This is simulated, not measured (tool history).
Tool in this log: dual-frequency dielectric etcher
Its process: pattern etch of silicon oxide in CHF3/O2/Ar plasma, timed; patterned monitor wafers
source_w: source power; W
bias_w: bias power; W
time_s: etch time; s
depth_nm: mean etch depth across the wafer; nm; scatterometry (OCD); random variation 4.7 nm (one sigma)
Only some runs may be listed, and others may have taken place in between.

Run 1, hour 0: source_w 860 W, bias_w 144 W, time_s 260 s. Result: depth_nm 562 nm.
Run 2, hour 3.5: source_w 1000 W, bias_w 144 W, time_s 260 s. Result: depth_nm 600.72 nm.
Run 3, hour 6.4: source_w 890 W, bias_w 144 W, time_s 260 s. Result: depth_nm 569.51 nm.
Run 4, hour 7.4: source_w 980 W, bias_w 144 W, time_s 260 s. Result: depth_nm 592.67 nm.
Run 5, hour 14.5: source_w 830 W, bias_w 144 W, time_s 260 s. Result: depth_nm 547.1 nm.
Run 6, hour 15.2: source_w 890 W, bias_w 147 W, time_s 260 s. Result: depth_nm 567.13 nm.
Run 7, hour 21.2: source_w 950 W, bias_w 150 W, time_s 260 s. Result: depth_nm 595.43 nm.
Run 8, hour 28.5: source_w 990 W, bias_w 152 W, time_s 260 s. Result: depth_nm 609.14 nm.

Estimate the outcome of run 9 from the log above:
Run 9, hour 34.9: source_w 1020 W, bias_w 154 W, time_s 260 s. Result: depth_nm ?.

depth_nm: 621.41 nm
